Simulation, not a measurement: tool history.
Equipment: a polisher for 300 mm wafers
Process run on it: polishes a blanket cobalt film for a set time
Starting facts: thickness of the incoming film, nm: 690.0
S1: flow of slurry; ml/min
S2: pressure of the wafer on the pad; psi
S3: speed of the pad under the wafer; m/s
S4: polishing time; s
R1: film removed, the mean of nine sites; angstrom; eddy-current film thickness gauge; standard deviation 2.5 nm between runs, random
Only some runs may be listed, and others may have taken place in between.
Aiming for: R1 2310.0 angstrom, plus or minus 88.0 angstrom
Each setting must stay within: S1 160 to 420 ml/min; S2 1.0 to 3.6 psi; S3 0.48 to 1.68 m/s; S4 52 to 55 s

run    day   S1   S2    S3  S4      R1
  1  0.000  270  2.3  1.08  52  3027.2
  2  0.338  240  2.3  1.08  52  2959.9
  3  0.375  240  2.2  1.08  52  2840.6
  4  0.521  210  2.2  1.08  52  2790.2
  5  0.546  210  2.1  1.08  52  2761.1
  6  0.625  210  2.0  1.08  52  2627.8
  7  0.700  210  1.9  1.08  52  2540.4
  8  1.021  210  1.8  1.08  52  2420.4

Consider the 5 candidate settings below. Which is the only one whose results all fall within their allowed miss of target?
  A  1.342  180  1.3  1.16  55   ?
  B  1.342  160  2.3  0.96  54   ?
  C  1.342  175  2.0  0.86  52   ?
  D  1.342  180  1.7  1.10  52   ?
  E  1.342  255  1.6  0.98  54   ?

move      R1
   A  2097.4
   B  2641.5
   C  2056.4
   D  2301.0
   E  2090.7
A: the result that was furthest off in the last run now lies on the other side of its target
B: its largest miss is bigger than the last run's
C: the result that was furthest off in the last run now lies on the other side of its target
D: meets every target
E: the result that was furthest off in the last run now lies on the other side of its target
Answer: D

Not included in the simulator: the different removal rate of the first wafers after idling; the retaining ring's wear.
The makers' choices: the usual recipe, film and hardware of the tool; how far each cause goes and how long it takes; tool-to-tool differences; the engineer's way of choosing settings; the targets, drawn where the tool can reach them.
